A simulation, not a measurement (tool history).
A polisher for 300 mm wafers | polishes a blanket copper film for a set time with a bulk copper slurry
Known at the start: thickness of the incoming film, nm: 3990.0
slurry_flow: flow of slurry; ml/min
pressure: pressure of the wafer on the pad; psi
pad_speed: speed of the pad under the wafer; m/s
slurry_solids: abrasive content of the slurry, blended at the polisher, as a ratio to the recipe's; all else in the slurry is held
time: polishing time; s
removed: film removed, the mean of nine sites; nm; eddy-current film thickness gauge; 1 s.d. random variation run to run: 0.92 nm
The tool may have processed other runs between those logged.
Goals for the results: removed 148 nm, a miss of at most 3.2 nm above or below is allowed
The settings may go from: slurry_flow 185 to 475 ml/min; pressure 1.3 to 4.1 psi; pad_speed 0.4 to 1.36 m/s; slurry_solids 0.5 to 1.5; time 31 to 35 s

{"run": 1, "day": 0.0, "slurry_flow": 305, "pressure": 2.7, "pad_speed": 0.88, "slurry_solids": 1, "time": 35, "removed": 244.25}
{"run": 2, "day": 0.117, "slurry_flow": 305, "pressure": 2.7, "pad_speed": 0.7, "slurry_solids": 1, "time": 35, "removed": 205.74}
{"run": 3, "day": 0.258, "slurry_flow": 305, "pressure": 2.7, "pad_speed": 0.7, "slurry_solids": 1, "time": 31, "removed": 182.89}
{"run": 4, "day": 0.4, "slurry_flow": 300, "pressure": 2.5, "pad_speed": 0.7, "slurry_solids": 1, "time": 31, "removed": 169.94}
{"run": 5, "day": 0.742, "slurry_flow": 300, "pressure": 3.1, "pad_speed": 0.7, "slurry_solids": 1, "time": 31, "removed": 211.16}
{"run": 6, "day": 0.917, "slurry_flow": 300, "pressure": 3.1, "pad_speed": 0.7, "slurry_solids": 1.15, "time": 31, "removed": 212.74}
{"run": 7, "day": 1.1, "slurry_flow": 290, "pressure": 2.8, "pad_speed": 0.7, "slurry_solids": 1.15, "time": 31, "removed": 193.64}
{"run": 8, "day": 1.354, "slurry_flow": 285, "pressure": 2.6, "pad_speed": 0.7, "slurry_solids": 1.15, "time": 31, "removed": 178.74}
{"run": 9, "day": 1.538, "slurry_flow": 275, "pressure": 2.5, "pad_speed": 0.7, "slurry_solids": 1.15, "time": 31, "removed": 171.1}
{"run": 10, "day": 1.833, "slurry_flow": 260, "pressure": 2.4, "pad_speed": 0.7, "slurry_solids": 1.15, "time": 31, "removed": 163.15}
{"run": 11, "day": 1.975, "slurry_flow": 245, "pressure": 2.3, "pad_speed": 0.7, "slurry_solids": 1.15, "time": 31, "removed": 155.85}
{"run": 12, "day": 2.296, "slurry_flow": 235, "pressure": 2.3, "pad_speed": 0.7, "slurry_solids": 1.15, "time": 31, "removed": 154.68}

Which of these 4 next moves meets every target?
{"run": "A", "day": 2.617, "slurry_flow": 245, "pressure": 2.2, "pad_speed": 0.62, "slurry_solids": 1.25, "time": 31, "removed": "?"}
{"run": "B", "day": 2.617, "slurry_flow": 190, "pressure": 2.4, "pad_speed": 0.64, "slurry_solids": 1.15, "time": 31, "removed": "?"}
{"run": "C", "day": 2.617, "slurry_flow": 340, "pressure": 1.7, "pad_speed": 0.82, "slurry_solids": 1.25, "time": 32, "removed": "?"}
{"run": "D", "day": 2.617, "slurry_flow": 250, "pressure": 2.5, "pad_speed": 0.54, "slurry_solids": 1.1, "time": 31, "removed": "?"}

move=A removed=138.63
move=B removed=146.31
move=C removed=141.57
move=D removed=139.93
A: the result that was furthest off in the last run now lies on the other side of its target
B: all results land within tolerance of their targets
C: the result that was furthest off in the last run now lies on the other side of its target
D: the result that was furthest off in the last run now lies on the other side of its target
Answer: B

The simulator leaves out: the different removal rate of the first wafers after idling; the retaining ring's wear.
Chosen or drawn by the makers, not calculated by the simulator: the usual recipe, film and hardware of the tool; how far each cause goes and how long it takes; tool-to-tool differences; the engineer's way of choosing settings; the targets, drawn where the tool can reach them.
